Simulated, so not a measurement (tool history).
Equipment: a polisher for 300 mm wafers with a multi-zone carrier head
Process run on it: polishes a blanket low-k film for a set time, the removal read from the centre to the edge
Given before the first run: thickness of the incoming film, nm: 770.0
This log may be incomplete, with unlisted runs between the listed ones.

run,hour,flow of slurry (ml/min),pressure of the head's centre zone,pressure of the head's middle zone,pressure of the head's edge zone,abrasive content of the slurry,polishing time (s),film removed at the wafer's centre (Å),film removed at mid-radius (Å),film removed at the wafer's edge (Å)
1,0.0,190,1.00,1.00,1.00,1.00,80,280.40,284.74,281.77
2,4.6,185,1.01,0.95,0.95,0.85,78,252.28,239.95,243.65
3,10.4,185,1.01,0.95,0.95,0.85,70,227.80,219.79,217.55
4,17.9,185,1.01,0.95,0.95,0.85,50,162.41,155.45,155.94
5,23.4,185,1.01,0.95,0.95,0.85,40,131.14,125.20,126.96
6,27.8,200,1.06,0.97,1.01,1.05,40,154.20,143.93,146.45
7,31.3,215,1.10,0.98,1.05,1.20,40,169.93,158.56,157.10
8,37.3,225,1.18,0.88,1.15,1.45,44,215.94,167.99,190.13

Run 9 is up next; what results do you expect?
9,39.8,230,1.17,0.90,1.15,1.45,44,?,?,?

film removed at the wafer's centre (Å): 218.61
film removed at mid-radius (Å): 174.32
film removed at the wafer's edge (Å): 195.16

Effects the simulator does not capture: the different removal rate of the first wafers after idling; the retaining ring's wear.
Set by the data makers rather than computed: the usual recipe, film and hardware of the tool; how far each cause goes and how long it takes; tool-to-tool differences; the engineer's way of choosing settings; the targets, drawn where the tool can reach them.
